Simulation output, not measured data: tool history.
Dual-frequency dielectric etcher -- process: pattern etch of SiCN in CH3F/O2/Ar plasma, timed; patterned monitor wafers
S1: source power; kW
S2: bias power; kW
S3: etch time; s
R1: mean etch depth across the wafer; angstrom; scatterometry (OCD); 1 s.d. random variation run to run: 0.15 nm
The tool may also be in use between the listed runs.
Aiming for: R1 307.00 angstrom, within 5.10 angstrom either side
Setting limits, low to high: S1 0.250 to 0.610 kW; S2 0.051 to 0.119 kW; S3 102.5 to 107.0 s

Run 1, day 0.000: S1 0.430 kW, S2 0.085 kW, S3 102.5 s. Result: R1 443.88 angstrom.
Run 2, day 0.371: S1 0.430 kW, S2 0.072 kW, S3 102.5 s. Result: R1 419.12 angstrom.
Run 3, day 0.521: S1 0.480 kW, S2 0.072 kW, S3 102.5 s. Result: R1 447.13 angstrom.
Run 4, day 0.604: S1 0.450 kW, S2 0.072 kW, S3 102.5 s. Result: R1 432.00 angstrom.
Run 5, day 0.892: S1 0.450 kW, S2 0.072 kW, S3 107.0 s. Result: R1 453.97 angstrom.
Run 6, day 1.183: S1 0.450 kW, S2 0.066 kW, S3 107.0 s. Result: R1 445.52 angstrom.
Run 7, day 1.404: S1 0.380 kW, S2 0.061 kW, S3 105.5 s. Result: R1 389.26 angstrom.
Run 8, day 1.592: S1 0.340 kW, S2 0.058 kW, S3 104.5 s. Result: R1 349.27 angstrom.
Run 9, day 1.758: S1 0.310 kW, S2 0.058 kW, S3 104.5 s. Result: R1 326.95 angstrom.
Run 10, day 2.058: S1 0.300 kW, S2 0.058 kW, S3 104.5 s. Result: R1 317.25 angstrom.

Which one of the following 4 next-run settings gets every result inside its allowed miss? There is exactly one.
Run A, day 2.358: S1 0.280 kW, S2 0.060 kW, S3 106.5 s. Result: R1 ?.
Run B, day 2.358: S1 0.310 kW, S2 0.061 kW, S3 105.5 s. Result: R1 ?.
Run C, day 2.358: S1 0.280 kW, S2 0.078 kW, S3 107.0 s. Result: R1 ?.
Run D, day 2.358: S1 0.300 kW, S2 0.066 kW, S3 104.0 s. Result: R1 ?.

move      R1
   A  309.86
   B  335.24
   C  334.24
   D  328.67
A: all results land within tolerance of their targets
B: its largest miss is bigger than the last run's
C: its largest miss is bigger than the last run's
D: its largest miss is bigger than the last run's
A is the move that brings every result within its allowed miss.
